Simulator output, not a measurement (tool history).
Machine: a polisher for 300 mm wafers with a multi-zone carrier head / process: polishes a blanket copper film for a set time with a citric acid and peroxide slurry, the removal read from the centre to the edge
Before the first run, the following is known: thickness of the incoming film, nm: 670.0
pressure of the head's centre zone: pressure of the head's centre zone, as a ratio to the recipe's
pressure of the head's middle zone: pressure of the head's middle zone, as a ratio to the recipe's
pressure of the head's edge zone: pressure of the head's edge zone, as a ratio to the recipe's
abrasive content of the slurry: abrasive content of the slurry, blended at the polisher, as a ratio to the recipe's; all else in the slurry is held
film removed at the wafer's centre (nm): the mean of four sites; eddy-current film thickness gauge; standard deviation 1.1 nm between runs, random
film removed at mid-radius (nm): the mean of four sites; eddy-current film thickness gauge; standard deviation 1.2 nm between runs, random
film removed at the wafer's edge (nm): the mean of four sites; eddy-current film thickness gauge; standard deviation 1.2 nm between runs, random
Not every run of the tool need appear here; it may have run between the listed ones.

run	day	flow of slurry (ml/min)	pressure of the head's centre zone	pressure of the head's middle zone	pressure of the head's edge zone	abrasive content of the slurry	polishing time (s)	film removed at the wafer's centre (nm)	film removed at mid-radius (nm)	film removed at the wafer's edge (nm)
1	0.000	175	1.00	1.00	1.00	1.00	78	166.26	184.60	191.77
2	0.075	175	1.00	1.00	1.00	1.15	78	169.89	188.04	196.97
3	0.329	180	1.05	0.99	0.94	0.95	70	156.21	161.67	166.11
4	0.654	180	1.05	0.99	0.88	0.95	70	156.13	163.10	161.53
5	0.846	180	1.09	0.99	0.86	0.80	66	148.68	151.64	141.23
6	1.033	135	1.09	0.99	0.86	0.80	66	141.44	146.62	141.60
7	1.125	145	1.11	0.97	0.85	0.70	65	143.18	137.37	136.19

Run 8, settings as shown, results not yet in. Your forecast:
8	1.325	150	1.12	0.97	0.84	0.65	64	?	?	?

film removed at the wafer's centre (nm): 140.87
film removed at mid-radius (nm): 135.42
film removed at the wafer's edge (nm): 132.37
